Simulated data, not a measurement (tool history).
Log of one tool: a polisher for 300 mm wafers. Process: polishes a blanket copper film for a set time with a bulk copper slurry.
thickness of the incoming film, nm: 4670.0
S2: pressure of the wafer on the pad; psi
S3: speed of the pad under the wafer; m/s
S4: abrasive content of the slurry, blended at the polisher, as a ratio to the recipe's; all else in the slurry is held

Run 1, day 0.000: flow of slurry (ml/min) 155, S2 2.1 psi, S3 1.34 m/s, S4 1.00, polishing time (s) 76. Result: film removed (nm) 619.16.
Run 2, day 0.233: flow of slurry (ml/min) 160, S2 2.2 psi, S3 1.34 m/s, S4 1.00, polishing time (s) 76. Result: film removed (nm) 652.60.
Run 3, day 0.600: flow of slurry (ml/min) 175, S2 2.2 psi, S3 1.34 m/s, S4 1.00, polishing time (s) 76. Result: film removed (nm) 656.78.
Run 4, day 0.838: flow of slurry (ml/min) 175, S2 2.2 psi, S3 1.34 m/s, S4 1.00, polishing time (s) 80. Result: film removed (nm) 689.43.
Run 5, day 0.996: flow of slurry (ml/min) 140, S2 2.2 psi, S3 1.34 m/s, S4 1.00, polishing time (s) 80. Result: film removed (nm) 678.54.
Run 6, day 1.200: flow of slurry (ml/min) 140, S2 2.2 psi, S3 1.34 m/s, S4 0.85, polishing time (s) 80. Result: film removed (nm) 637.10.

The next listed run, before its measurement:
Run 7, day 1.479: flow of slurry (ml/min) 140, S2 2.3 psi, S3 1.34 m/s, S4 0.85, polishing time (s) 80. Result: film removed (nm) ?.

film removed (nm): 669.11
